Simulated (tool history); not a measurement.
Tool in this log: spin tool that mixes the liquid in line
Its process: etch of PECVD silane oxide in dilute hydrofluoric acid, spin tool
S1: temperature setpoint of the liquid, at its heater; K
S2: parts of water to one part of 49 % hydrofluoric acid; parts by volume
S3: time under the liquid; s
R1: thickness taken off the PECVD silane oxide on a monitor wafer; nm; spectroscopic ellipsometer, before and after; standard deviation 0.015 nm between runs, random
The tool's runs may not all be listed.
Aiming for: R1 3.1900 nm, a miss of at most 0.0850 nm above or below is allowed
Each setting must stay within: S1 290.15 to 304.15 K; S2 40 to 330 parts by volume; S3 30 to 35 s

run  hour      S1   S2  S3      R1
  1   0.0  296.15  185  35  2.4940
  2   1.7  297.65  185  35  2.6639
  3   4.5  297.65  210  35  2.2683
  4   6.3  297.65  210  35  2.2709
  5  11.5  299.15  210  35  2.3860
  6  14.6  302.15  210  35  2.6852
  7  15.7  302.65  205  35  2.8171
  8  16.7  303.15  200  35  2.9418

5 next moves are on the table. One of them brings every result within its allowed miss. Which?
  A  17.7  301.15  155  30   ?
  B  17.7  303.65  220  35   ?
  C  17.7  300.15  160  30   ?
  D  17.7  303.15  185  30   ?
  E  17.7  303.65  195  30   ?

move      R1
   A  3.2355
   B  2.6815
   C  3.0030
   D  2.8048
   E  2.6740
A: each result inside its tolerance
B: misses by more than the last run did
C: gains on the last run, yet a result remains outside its allowed miss
D: misses by more than the last run did
E: misses by more than the last run did
Move A is the one to make.
